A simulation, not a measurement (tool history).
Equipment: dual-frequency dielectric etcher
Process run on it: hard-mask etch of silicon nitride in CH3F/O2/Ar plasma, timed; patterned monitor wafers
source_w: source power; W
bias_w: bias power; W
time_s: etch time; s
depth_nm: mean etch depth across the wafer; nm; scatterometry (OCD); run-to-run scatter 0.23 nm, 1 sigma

run    day  source_w  bias_w  time_s  depth_nm
  1  0.000       380      65   105.0    63.976
  2  0.083       420      65   105.0    65.914
  3  0.233       390      65   105.0    64.406
  4  0.583       410      66   105.0    65.754
  5  0.875       480      66   105.0    69.735
  6  1.058       430      66   105.0    67.174
  7  1.254       450      67   105.0    68.390
  8  1.379       460      68   105.0    69.088

Forecast run 9:
  9  1.471       470      69   105.0         ?

{"run 9": {"depth_nm": 69.936}}
